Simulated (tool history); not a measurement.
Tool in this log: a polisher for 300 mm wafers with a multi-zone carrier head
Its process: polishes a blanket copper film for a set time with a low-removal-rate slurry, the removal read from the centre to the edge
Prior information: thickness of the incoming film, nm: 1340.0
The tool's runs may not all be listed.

run  hour  flow of slurry (ml/min)  pressure of the head's centre zone  pressure of the head's middle zone  pressure of the head's edge zone  abrasive content of the slurry  polishing time (s)  film removed at the wafer's centre (nm)  film removed at mid-radius (nm)  film removed at the wafer's edge (nm)
  1   0.0                      320                                1.00                                1.00                              1.00                            1.00                  71                                   154.89                           146.42                                 154.20
  2   2.8                      320                                1.00                                1.00                              1.00                            1.00                  61                                   133.17                           126.49                                 131.17
  3  10.0                      320                                0.98                                0.99                              1.02                            1.05                  65                                   140.27                           138.23                                 143.30
  4  15.0                      390                                0.98                                0.99                              1.02                            1.05                  65                                   140.66                           138.79                                 146.50
  5  18.2                      390                                0.98                                0.99                              0.97                            1.05                  65                                   143.83                           138.91                                 143.90
  6  25.8                      390                                0.98                                0.99                              0.92                            1.05                  65                                   142.09                           134.94                                 137.33
  7  34.6                      395                                0.98                                0.97                              0.96                            1.10                  67                                   149.78                           141.97                                 146.29
  8  39.9                      405                                0.97                                0.94                              1.00                            1.10                  70                                   151.41                           141.92                                 156.67
  9  48.7                      410                                0.94                                0.93                              1.10                            1.35                  83                                   185.53                           175.87                                 205.25

Forecast run 10:
 10  56.2                      410                                0.93                                0.92                              1.11                            1.35                  83                                        ?                                ?                                      ?

Run 10 gave film removed at the wafer's centre (nm) 185.51, film removed at mid-radius (nm) 174.51, film removed at the wafer's edge (nm) 206.03.

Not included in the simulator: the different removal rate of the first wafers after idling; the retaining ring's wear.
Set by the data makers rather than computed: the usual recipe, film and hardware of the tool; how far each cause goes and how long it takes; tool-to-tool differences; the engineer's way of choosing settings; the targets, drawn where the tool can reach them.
